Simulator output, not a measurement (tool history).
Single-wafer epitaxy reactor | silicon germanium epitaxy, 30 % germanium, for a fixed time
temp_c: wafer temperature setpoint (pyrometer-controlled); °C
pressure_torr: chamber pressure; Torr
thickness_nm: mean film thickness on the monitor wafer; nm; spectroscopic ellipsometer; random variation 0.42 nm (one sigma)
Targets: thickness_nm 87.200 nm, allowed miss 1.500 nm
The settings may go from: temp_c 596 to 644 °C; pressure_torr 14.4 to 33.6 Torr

run,hour,temp_c,pressure_torr,thickness_nm
1,0.0,620,24.0,99.842
2,7.5,620,27.2,106.360
3,10.4,626,27.2,119.830
4,14.5,621,27.1,108.140
5,21.8,618,27.0,101.450
6,30.5,618,25.2,98.571
7,35.9,616,25.2,94.911
8,44.8,615,25.2,92.729
9,53.4,614,25.2,91.301
10,57.9,613,25.2,88.781

Which of these 5 next moves meets every target?
A,62.4,612,27.8,?
B,62.4,614,24.5,?
C,62.4,614,23.4,?
D,62.4,609,26.3,?
E,62.4,610,25.6,?

move,thickness_nm
A,91.454
B,89.690
C,87.723
D,83.805
E,84.447
A: further off than the last run
B: further off than the last run
C: meets every target
D: takes the result that was furthest off past its target
E: takes the result that was furthest off past its target
Move C is the one to make.
